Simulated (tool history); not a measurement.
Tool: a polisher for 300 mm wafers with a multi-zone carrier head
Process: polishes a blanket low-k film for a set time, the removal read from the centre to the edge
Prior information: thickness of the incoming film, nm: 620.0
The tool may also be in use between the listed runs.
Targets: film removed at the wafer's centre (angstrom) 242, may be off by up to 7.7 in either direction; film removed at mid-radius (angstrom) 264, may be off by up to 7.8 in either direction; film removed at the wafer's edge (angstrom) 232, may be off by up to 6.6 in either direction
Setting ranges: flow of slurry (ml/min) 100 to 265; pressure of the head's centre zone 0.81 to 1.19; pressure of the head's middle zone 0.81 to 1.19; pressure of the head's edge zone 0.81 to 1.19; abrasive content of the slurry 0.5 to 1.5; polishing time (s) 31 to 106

run	hour	flow of slurry (ml/min)	pressure of the head's centre zone	pressure of the head's middle zone	pressure of the head's edge zone	abrasive content of the slurry	polishing time (s)	film removed at the wafer's centre (angstrom)	film removed at mid-radius (angstrom)	film removed at the wafer's edge (angstrom)
1	0	170	1	1	1	1	68	235.24	216.08	222.71
2	4.9	190	1	1	1	1	68	247.19	219.24	226.3
3	8.2	215	1	1	1	1	68	244.14	224.68	225.73
4	12.3	215	1	1	1	1.2	68	265.58	243.42	248.05
5	16.8	215	0.98	1.02	0.98	1.2	68	260.05	247.33	246.2
6	19	250	0.98	1.02	0.98	1.2	68	270.9	250.78	249.31
# hour 20.6: centre zone pressure recalibrated
7	20.6	240	0.96	1.05	0.96	1.2	68	246.04	254.73	243.8
8	24.6	250	0.99	1.09	0.86	1.2	68	255	268.77	239.28
9	27.7	245	0.99	1.09	0.85	1.2	68	247.31	266.83	234.95

Exactly one of the 5 candidate moves below puts every result within its allowed miss. Which one?
A	30.8	245	1.11	1.06	0.81	1.3	67	?	?	?
B	30.8	265	1.01	1.16	0.81	1.2	67	?	?	?
C	30.8	260	0.82	1.03	0.81	1.35	69	?	?	?
D	30.8	235	0.87	1.16	0.81	1.2	68	?	?	?
E	30.8	245	0.96	1.12	0.86	1.15	68	?	?	?

move	film removed at the wafer's centre (angstrom)	film removed at mid-radius (angstrom)	film removed at the wafer's edge (angstrom)
A	273.74	263.8	235.46
B	253.8	278.51	229.24
C	244.22	271.02	247.38
D	234.09	279	230.31
E	243.67	267.17	231.32
A: moves away from the targets compared with the last run
B: moves away from the targets compared with the last run
C: puts the biggest miss on target and leaves a different result outside tolerance
D: takes the biggest miss from the last run beyond its target
E: in spec on every target
So the answer is move E, the one that meets all the targets.

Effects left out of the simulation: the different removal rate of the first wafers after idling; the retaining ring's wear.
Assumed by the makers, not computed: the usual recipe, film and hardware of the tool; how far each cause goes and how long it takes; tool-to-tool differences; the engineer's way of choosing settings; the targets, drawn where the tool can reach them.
